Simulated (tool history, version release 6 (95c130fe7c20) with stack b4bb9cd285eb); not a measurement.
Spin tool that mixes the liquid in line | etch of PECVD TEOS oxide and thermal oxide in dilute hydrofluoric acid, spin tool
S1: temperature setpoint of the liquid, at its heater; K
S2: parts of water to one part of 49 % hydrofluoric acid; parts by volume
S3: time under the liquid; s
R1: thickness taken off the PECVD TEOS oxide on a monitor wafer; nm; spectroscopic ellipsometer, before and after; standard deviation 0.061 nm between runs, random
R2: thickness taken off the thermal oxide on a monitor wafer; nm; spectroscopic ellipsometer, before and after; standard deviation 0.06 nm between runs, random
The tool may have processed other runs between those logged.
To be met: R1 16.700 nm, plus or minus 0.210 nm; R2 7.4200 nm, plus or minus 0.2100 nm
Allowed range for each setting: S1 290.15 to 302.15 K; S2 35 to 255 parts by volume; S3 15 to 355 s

run  hour      S1   S2   S3      R1      R2
  1   0.0  294.15  145  180  12.326  5.4501
  2   4.4  295.65  145  180  13.085  5.7655
  3   7.2  292.15  145  180  11.376  5.0185
  4  11.2  294.15  145  180  12.359  5.4730
  5  12.8  295.65  145  180  13.036  5.7517
  6  17.3  295.65  125  180  15.562  6.7859
  7  25.8  295.65  125  180  15.352  6.9152
  8  34.7  296.15  125  180  15.770  7.0108
  9  40.9  296.65  125  180  15.993  7.1060

Exactly one of the 4 candidate moves below puts every result within its allowed miss. Which one?
  A  47.1  294.65   70  100   ?   ?
  B  47.1  297.65  160  220   ?   ?
  C  47.1  291.65   80  140   ?   ?
  D  47.1  298.15   95  125   ?   ?

move      R1      R2
   A  15.793  6.9135
   B  15.400  6.7415
   C  16.871  7.3856
   D  16.244  7.1108
A: lands further from the targets than the last run did
B: lands further from the targets than the last run did
C: meets every target
D: moves toward the targets from the last run without getting all of them in spec
Move C is the one to make.

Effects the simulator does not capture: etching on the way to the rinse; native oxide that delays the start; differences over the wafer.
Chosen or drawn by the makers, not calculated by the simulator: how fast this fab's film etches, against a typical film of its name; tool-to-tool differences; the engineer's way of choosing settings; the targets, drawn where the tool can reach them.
